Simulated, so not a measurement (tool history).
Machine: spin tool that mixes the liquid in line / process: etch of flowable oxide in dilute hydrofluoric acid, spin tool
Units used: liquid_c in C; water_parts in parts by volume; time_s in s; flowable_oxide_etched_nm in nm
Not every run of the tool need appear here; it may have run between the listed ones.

{"run": 1, "hour": 0.0, "liquid_c": 22, "water_parts": 120, "time_s": 15, "flowable_oxide_etched_nm": 4.0921}
{"run": 2, "hour": 7.1, "liquid_c": 22, "water_parts": 160, "time_s": 15, "flowable_oxide_etched_nm": 2.9598}
{"run": 3, "hour": 10.7, "liquid_c": 23, "water_parts": 155, "time_s": 15, "flowable_oxide_etched_nm": 3.0904}
{"run": 4, "hour": 14.5, "liquid_c": 23, "water_parts": 155, "time_s": 15, "flowable_oxide_etched_nm": 3.1711}
{"run": 5, "hour": 22.4, "liquid_c": 23, "water_parts": 115, "time_s": 15, "flowable_oxide_etched_nm": 4.481}
{"run": 6, "hour": 30.3, "liquid_c": 23.5, "water_parts": 110, "time_s": 15, "flowable_oxide_etched_nm": 4.7917}

Run 7, settings as shown, results not yet in. Your forecast:
{"run": 7, "hour": 39.1, "liquid_c": 24, "water_parts": 110, "time_s": 15, "flowable_oxide_etched_nm": "?"}

flowable_oxide_etched_nm: 4.7438 nm
